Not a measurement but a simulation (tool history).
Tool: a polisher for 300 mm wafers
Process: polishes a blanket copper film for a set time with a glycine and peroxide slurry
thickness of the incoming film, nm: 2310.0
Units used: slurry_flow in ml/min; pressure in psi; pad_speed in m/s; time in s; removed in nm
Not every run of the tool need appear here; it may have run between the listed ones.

run 1 hour=0 | slurry_flow=260 pressure=1.8 pad_speed=0.82 time=61 | removed=202.23
run 2 hour=6.4 | slurry_flow=260 pressure=2.2 pad_speed=0.82 time=61 | removed=220.11
run 3 hour=14.5 | slurry_flow=260 pressure=2.3 pad_speed=0.86 time=61 | removed=236.43
run 4 hour=16.4 | slurry_flow=260 pressure=2 pad_speed=0.86 time=61 | removed=215.24
run 5 hour=20.7 | slurry_flow=260 pressure=1.8 pad_speed=0.86 time=61 | removed=205.79
run 6 hour=23.9 | slurry_flow=260 pressure=2 pad_speed=0.9 time=61 | removed=217.61

What will run 7 give?
run 7 hour=27.6 | slurry_flow=265 pressure=2.2 pad_speed=0.96 time=61 | removed=?

Run 7 measured removed 239.38 nm.
